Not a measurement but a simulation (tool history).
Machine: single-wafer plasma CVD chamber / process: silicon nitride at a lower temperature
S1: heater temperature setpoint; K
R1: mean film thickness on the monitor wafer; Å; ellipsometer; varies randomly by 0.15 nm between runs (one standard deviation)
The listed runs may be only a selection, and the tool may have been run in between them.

{"run": 1, "hour": 0.0, "S1": 603.15, "chamber pressure (Torr)": 1.19, "RF power (W)": 310, "deposition time (s)": 48.4, "R1": 572.76}
{"run": 2, "hour": 3.7, "S1": 603.15, "chamber pressure (Torr)": 1.12, "RF power (W)": 295, "deposition time (s)": 48.4, "R1": 544.73}
{"run": 3, "hour": 6.3, "S1": 603.15, "chamber pressure (Torr)": 1.06, "RF power (W)": 280, "deposition time (s)": 48.4, "R1": 514.59}
{"run": 4, "hour": 11.5, "S1": 603.15, "chamber pressure (Torr)": 1.01, "RF power (W)": 270, "deposition time (s)": 48.4, "R1": 496.02}
{"run": 5, "hour": 15.4, "S1": 608.15, "chamber pressure (Torr)": 1.01, "RF power (W)": 270, "deposition time (s)": 48.4, "R1": 493.23}
{"run": 6, "hour": 16.4, "S1": 608.15, "chamber pressure (Torr)": 0.97, "RF power (W)": 265, "deposition time (s)": 48.4, "R1": 480.3}
{"run": 7, "hour": 19.4, "S1": 608.15, "chamber pressure (Torr)": 0.93, "RF power (W)": 260, "deposition time (s)": 48.4, "R1": 473.15}
{"run": 8, "hour": 25.0, "S1": 608.15, "chamber pressure (Torr)": 0.9, "RF power (W)": 255, "deposition time (s)": 48.4, "R1": 461.3}

Expected results for the next run?
{"hour": 26.9, "done": "thermocouple changed; heater temperature recalibrated"}
{"run": 9, "hour": 26.9, "S1": 608.15, "chamber pressure (Torr)": 0.9, "RF power (W)": 255, "deposition time (s)": 48.4, "R1": "?"}

Run 9 gave R1 462.56 Å.

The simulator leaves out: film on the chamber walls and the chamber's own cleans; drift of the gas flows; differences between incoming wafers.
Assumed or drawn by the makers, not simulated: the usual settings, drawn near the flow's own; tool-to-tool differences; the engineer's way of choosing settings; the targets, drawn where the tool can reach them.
